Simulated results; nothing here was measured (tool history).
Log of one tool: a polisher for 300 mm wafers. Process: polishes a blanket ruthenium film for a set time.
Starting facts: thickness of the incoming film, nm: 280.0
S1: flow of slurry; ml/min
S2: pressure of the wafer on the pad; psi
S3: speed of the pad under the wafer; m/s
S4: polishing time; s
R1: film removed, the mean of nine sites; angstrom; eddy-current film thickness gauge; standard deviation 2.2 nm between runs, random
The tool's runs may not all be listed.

run 1 hour=0 | S1=205 S2=2.6 S3=0.82 S4=98 | R1=1335.3
run 2 hour=5.2 | S1=205 S2=2.8 S3=0.82 S4=98 | R1=1427.7
run 3 hour=7.4 | S1=205 S2=2.9 S3=0.82 S4=98 | R1=1493.8
run 4 hour=12.4 | S1=205 S2=2.9 S3=0.72 S4=98 | R1=1371.2
run 5 hour=14.5 | S1=205 S2=3 S3=0.72 S4=98 | R1=1413
run 6 hour=18.7 | S1=205 S2=3.1 S3=0.72 S4=98 | R1=1446.2
run 7 hour=27.7 | S1=205 S2=3.2 S3=0.72 S4=98 | R1=1492

Run 8 has not been measured yet. What should we expect?
run 8 hour=33.8 | S1=205 S2=3.3 S3=0.72 S4=98 | R1=?

For run 8 the tool returned R1 1566.7 angstrom.
